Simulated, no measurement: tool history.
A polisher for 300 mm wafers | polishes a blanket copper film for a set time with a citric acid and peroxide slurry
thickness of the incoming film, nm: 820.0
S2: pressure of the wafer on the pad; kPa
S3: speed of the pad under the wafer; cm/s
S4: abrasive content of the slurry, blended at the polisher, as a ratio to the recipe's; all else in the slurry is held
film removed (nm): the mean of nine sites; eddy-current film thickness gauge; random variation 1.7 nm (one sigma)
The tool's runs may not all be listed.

run 1 day=0.000 | flow_of_slurry_(ml/min)=135 S2=28.3 S3=124 S4=1.0 polishing_time_(s)=79 | film_removed_(nm)=288.46
run 2 day=0.325 | flow_of_slurry_(ml/min)=125 S2=27.6 S3=124 S4=1.0 polishing_time_(s)=79 | film_removed_(nm)=279.32
run 3 day=0.383 | flow_of_slurry_(ml/min)=120 S2=26.9 S3=124 S4=1.0 polishing_time_(s)=79 | film_removed_(nm)=269.78
run 4 day=0.504 | flow_of_slurry_(ml/min)=120 S2=26.9 S3=106 S4=1.0 polishing_time_(s)=79 | film_removed_(nm)=231.34
run 5 day=0.579 | flow_of_slurry_(ml/min)=130 S2=26.9 S3=106 S4=1.0 polishing_time_(s)=79 | film_removed_(nm)=234.68
run 6 day=0.904 | flow_of_slurry_(ml/min)=140 S2=26.9 S3=106 S4=1.0 polishing_time_(s)=79 | film_removed_(nm)=238.85
run 7 day=1.171 | flow_of_slurry_(ml/min)=145 S2=26.9 S3=106 S4=1.0 polishing_time_(s)=79 | film_removed_(nm)=239.97
run 8 day=1.225 | flow_of_slurry_(ml/min)=145 S2=26.9 S3=106 S4=1.0 polishing_time_(s)=79 | film_removed_(nm)=239.63
run 9 day=1.454 | flow_of_slurry_(ml/min)=150 S2=26.9 S3=106 S4=1.0 polishing_time_(s)=79 | film_removed_(nm)=241.44
run 10 day=1.688 | flow_of_slurry_(ml/min)=155 S2=26.9 S3=106 S4=1.0 polishing_time_(s)=79 | film_removed_(nm)=245.13

Forecast run 11:
run 11 day=1.975 | flow_of_slurry_(ml/min)=160 S2=26.9 S3=106 S4=1.0 polishing_time_(s)=79 | film_removed_(nm)=?

film removed (nm): 244.99

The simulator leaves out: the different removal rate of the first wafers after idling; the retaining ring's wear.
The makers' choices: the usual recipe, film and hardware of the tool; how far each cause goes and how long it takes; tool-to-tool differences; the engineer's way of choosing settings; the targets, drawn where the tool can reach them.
